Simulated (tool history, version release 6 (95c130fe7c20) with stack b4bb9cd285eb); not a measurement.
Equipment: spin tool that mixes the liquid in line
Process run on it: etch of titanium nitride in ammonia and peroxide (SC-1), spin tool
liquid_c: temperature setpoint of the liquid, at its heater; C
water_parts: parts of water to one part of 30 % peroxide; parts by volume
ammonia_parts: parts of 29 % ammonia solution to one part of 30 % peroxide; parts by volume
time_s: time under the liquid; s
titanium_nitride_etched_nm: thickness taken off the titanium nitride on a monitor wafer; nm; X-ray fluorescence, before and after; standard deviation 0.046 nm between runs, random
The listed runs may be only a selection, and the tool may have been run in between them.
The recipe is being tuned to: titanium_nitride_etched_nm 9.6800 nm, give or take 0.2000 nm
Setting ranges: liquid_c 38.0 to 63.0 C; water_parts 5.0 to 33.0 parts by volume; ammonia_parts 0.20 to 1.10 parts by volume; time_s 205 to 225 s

run,hour,liquid_c,water_parts,ammonia_parts,time_s,titanium_nitride_etched_nm
1,0.0,47.0,18.5,0.60,205,7.9765
2,3.4,47.5,18.5,0.60,205,8.1593
3,8.6,47.5,18.5,0.40,205,7.6399
4,12.6,47.5,18.5,0.25,205,7.0186
# hour 17.8: new drum of ammonia solution connected
5,17.8,47.5,22.0,0.25,205,6.3937
6,20.5,47.5,22.0,0.25,225,7.1092
7,29.5,52.5,22.0,0.25,225,9.9994
8,34.1,52.5,22.0,0.25,225,9.9985

Which single option among these 4 for the next run brings every result within its allowed miss of target? Just one does.
A,38.7,57.0,27.0,0.20,205,?
B,38.7,52.0,20.0,0.25,225,?
C,38.7,54.0,20.0,0.20,205,?
D,38.7,52.5,26.0,0.40,220,?

move,titanium_nitride_etched_nm
A,10.5130
B,10.1880
C,10.1930
D,9.7242
A: moves away from the targets compared with the last run
B: moves away from the targets compared with the last run
C: moves away from the targets compared with the last run
D: all results land within tolerance of their targets
The right move is D.

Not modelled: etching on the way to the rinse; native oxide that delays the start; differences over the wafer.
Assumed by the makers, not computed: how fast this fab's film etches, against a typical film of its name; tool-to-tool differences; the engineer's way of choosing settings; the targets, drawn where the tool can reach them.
